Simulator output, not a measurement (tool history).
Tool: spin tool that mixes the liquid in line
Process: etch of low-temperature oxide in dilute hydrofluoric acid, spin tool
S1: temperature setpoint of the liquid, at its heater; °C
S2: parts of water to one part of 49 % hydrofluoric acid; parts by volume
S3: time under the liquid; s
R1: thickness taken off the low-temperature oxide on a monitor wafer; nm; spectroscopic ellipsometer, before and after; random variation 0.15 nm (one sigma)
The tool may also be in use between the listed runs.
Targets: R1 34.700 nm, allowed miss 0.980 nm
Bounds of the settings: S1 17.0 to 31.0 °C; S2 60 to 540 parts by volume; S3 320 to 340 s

Run 1, hour 0.0: S1 23.0 °C, S2 300 parts by volume, S3 320 s. Result: R1 21.393 nm.
Run 2, hour 9.0: S1 23.0 °C, S2 390 parts by volume, S3 320 s. Result: R1 15.228 nm.
Run 3, hour 13.0: S1 23.0 °C, S2 455 parts by volume, S3 320 s. Result: R1 12.329 nm.
Run 4, hour 17.4: S1 25.0 °C, S2 395 parts by volume, S3 320 s. Result: R1 16.141 nm.
Run 5, hour 26.1: S1 25.0 °C, S2 455 parts by volume, S3 320 s. Result: R1 13.241 nm.
Run 6, hour 28.6: S1 25.0 °C, S2 525 parts by volume, S3 320 s. Result: R1 10.840 nm.
Run 7, hour 37.3: S1 29.0 °C, S2 405 parts by volume, S3 325 s. Result: R1 17.800 nm.
Run 8, hour 40.9: S1 30.0 °C, S2 285 parts by volume, S3 325 s. Result: R1 29.374 nm.
Run 9, hour 42.5: S1 30.0 °C, S2 275 parts by volume, S3 325 s. Result: R1 31.285 nm.
Run 10, hour 45.1: S1 30.0 °C, S2 270 parts by volume, S3 325 s. Result: R1 31.825 nm.
Run 11, hour 48.1: S1 30.0 °C, S2 265 parts by volume, S3 325 s. Result: R1 32.625 nm.

Which of these 4 next moves meets every target?
Run A, hour 51.1: S1 31.0 °C, S2 270 parts by volume, S3 340 s. Result: R1 ?.
Run B, hour 51.1: S1 29.5 °C, S2 250 parts by volume, S3 340 s. Result: R1 ?.
Run C, hour 51.1: S1 26.5 °C, S2 215 parts by volume, S3 320 s. Result: R1 ?.
Run D, hour 51.1: S1 29.5 °C, S2 260 parts by volume, S3 320 s. Result: R1 ?.

move      R1
   A  34.463
   B  36.248
   C  37.210
   D  32.432
A: meets every target
B: takes the result that was furthest off past its target
C: takes the result that was furthest off past its target
D: further off than the last run
Answer: A

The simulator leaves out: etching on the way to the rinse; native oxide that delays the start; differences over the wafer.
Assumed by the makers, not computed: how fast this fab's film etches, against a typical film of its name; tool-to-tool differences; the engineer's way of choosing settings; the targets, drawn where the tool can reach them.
